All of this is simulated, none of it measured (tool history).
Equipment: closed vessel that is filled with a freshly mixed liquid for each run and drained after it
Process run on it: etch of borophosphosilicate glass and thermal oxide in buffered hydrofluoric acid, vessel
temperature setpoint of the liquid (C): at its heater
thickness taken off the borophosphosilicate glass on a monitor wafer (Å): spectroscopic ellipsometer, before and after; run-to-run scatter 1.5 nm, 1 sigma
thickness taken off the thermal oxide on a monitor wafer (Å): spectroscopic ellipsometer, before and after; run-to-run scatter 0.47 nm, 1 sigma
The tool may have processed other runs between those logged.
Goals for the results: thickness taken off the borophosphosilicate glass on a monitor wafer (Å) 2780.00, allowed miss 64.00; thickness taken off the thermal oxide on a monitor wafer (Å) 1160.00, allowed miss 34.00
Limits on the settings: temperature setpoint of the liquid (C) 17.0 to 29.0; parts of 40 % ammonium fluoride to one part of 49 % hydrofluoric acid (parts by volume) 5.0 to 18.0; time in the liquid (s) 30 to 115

run	hour	temperature setpoint of the liquid (C)	parts of 40 % ammonium fluoride to one part of 49 % hydrofluoric acid (parts by volume)	time in the liquid (s)	thickness taken off the borophosphosilicate glass on a monitor wafer (Å)	thickness taken off the thermal oxide on a monitor wafer (Å)
1	0.0	21.0	11.0	60	1438.50	596.74
2	6.1	21.0	11.0	40	954.27	397.98
3	8.8	21.0	11.0	30	716.87	301.51
4	15.2	21.0	11.0	45	1077.90	449.24
5	16.9	24.0	11.0	45	1255.60	529.18
6	19.7	25.5	9.0	45	1616.70	674.90
7	29.0	26.5	7.5	45	2068.80	865.67
8	30.5	27.5	7.0	45	2390.90	981.98
9	36.4	28.0	7.0	45	2425.60	1001.60
10	45.5	28.5	6.5	45	2646.10	1104.90

Of the 5 settings listed for the next run, only one would bring every result within its allowed miss of target. Which one?
A	54.6	29.0	12.5	85	?	?
B	54.6	28.5	5.0	35	?	?
C	54.6	29.0	5.0	35	?	?
D	54.6	28.0	6.5	45	?	?
E	54.6	26.5	5.5	40	?	?

move	thickness taken off the borophosphosilicate glass on a monitor wafer (Å)	thickness taken off the thermal oxide on a monitor wafer (Å)
A	2753.60	1155.20
B	2595.50	1076.00
C	2663.70	1104.70
D	2585.80	1077.80
E	2458.60	1020.30
A: all results in spec
B: further off than the last run
C: nearer than the last run, and not there yet
D: further off than the last run
E: further off than the last run
A meets every target.
